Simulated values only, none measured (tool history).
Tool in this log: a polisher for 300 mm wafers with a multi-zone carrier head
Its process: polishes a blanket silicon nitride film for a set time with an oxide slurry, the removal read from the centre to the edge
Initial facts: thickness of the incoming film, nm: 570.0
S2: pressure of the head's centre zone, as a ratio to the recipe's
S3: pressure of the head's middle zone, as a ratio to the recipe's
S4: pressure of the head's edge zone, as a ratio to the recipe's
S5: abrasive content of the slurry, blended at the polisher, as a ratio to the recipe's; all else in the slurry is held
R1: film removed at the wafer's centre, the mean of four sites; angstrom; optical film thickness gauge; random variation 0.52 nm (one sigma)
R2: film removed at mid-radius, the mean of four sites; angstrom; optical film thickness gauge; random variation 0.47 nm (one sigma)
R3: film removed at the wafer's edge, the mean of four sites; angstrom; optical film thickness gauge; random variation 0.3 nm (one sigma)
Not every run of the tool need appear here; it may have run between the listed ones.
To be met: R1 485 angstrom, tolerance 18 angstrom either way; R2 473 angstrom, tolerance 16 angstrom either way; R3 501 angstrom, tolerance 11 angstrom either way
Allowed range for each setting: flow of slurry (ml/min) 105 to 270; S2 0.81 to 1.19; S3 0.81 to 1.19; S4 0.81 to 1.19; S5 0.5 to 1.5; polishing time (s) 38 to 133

run 1 hour=0 | flow_of_slurry_(ml/min)=175 S2=1 S3=1 S4=1 S5=1 polishing_time_(s)=85 | R1=692.79 R2=703.54 R3=698.93
run 2 hour=7.1 | flow_of_slurry_(ml/min)=130 S2=1 S3=1 S4=1 S5=1 polishing_time_(s)=85 | R1=654.46 R2=655.68 R3=671.6
run 3 hour=12.3 | flow_of_slurry_(ml/min)=130 S2=0.99 S3=0.99 S4=0.99 S5=0.95 polishing_time_(s)=85 | R1=634.53 R2=647.05 R3=661.01
run 4 hour=19.4 | flow_of_slurry_(ml/min)=130 S2=0.99 S3=0.99 S4=0.99 S5=0.95 polishing_time_(s)=68 | R1=503.72 R2=519.93 R3=523.48
run 5 hour=24.3 | flow_of_slurry_(ml/min)=130 S2=0.99 S3=0.99 S4=0.92 S5=0.95 polishing_time_(s)=68 | R1=505.59 R2=508.08 R3=506.73
run 6 hour=27.7 | flow_of_slurry_(ml/min)=130 S2=0.99 S3=0.99 S4=0.98 S5=0.95 polishing_time_(s)=68 | R1=509.91 R2=511.44 R3=521.82
run 7 hour=34 | flow_of_slurry_(ml/min)=120 S2=0.98 S3=0.96 S4=0.96 S5=0.95 polishing_time_(s)=68 | R1=496.45 R2=491.37 R3=505.69
run 8 hour=37.8 | flow_of_slurry_(ml/min)=105 S2=0.97 S3=0.93 S4=0.97 S5=0.95 polishing_time_(s)=68 | R1=461.02 R2=459.65 R3=498.71

Next run, 4 choices. One meets every target within its allowed miss, the rest don't. Which?
run A hour=41.6 | flow_of_slurry_(ml/min)=115 S2=0.99 S3=0.93 S4=1.09 S5=0.9 polishing_time_(s)=63 | R1=? R2=? R3=?
run B hour=41.6 | flow_of_slurry_(ml/min)=120 S2=0.99 S3=0.94 S4=0.97 S5=0.85 polishing_time_(s)=69 | R1=? R2=? R3=?
run C hour=41.6 | flow_of_slurry_(ml/min)=105 S2=0.9 S3=0.87 S4=0.94 S5=0.9 polishing_time_(s)=71 | R1=? R2=? R3=?
run D hour=41.6 | flow_of_slurry_(ml/min)=105 S2=0.93 S3=0.87 S4=1 S5=0.9 polishing_time_(s)=70 | R1=? R2=? R3=?

move=A R1=453.36 R2=436.68 R3=489.83
move=B R1=492.38 R2=477.77 R3=499.74
move=C R1=450.09 R2=453.89 R3=504.99
move=D R1=458.67 R2=447.38 R3=512.76
A: lands further from the targets than the last run did
B: each result inside its tolerance
C: lands further from the targets than the last run did
D: lands further from the targets than the last run did
Correct choice: B, which meets every target

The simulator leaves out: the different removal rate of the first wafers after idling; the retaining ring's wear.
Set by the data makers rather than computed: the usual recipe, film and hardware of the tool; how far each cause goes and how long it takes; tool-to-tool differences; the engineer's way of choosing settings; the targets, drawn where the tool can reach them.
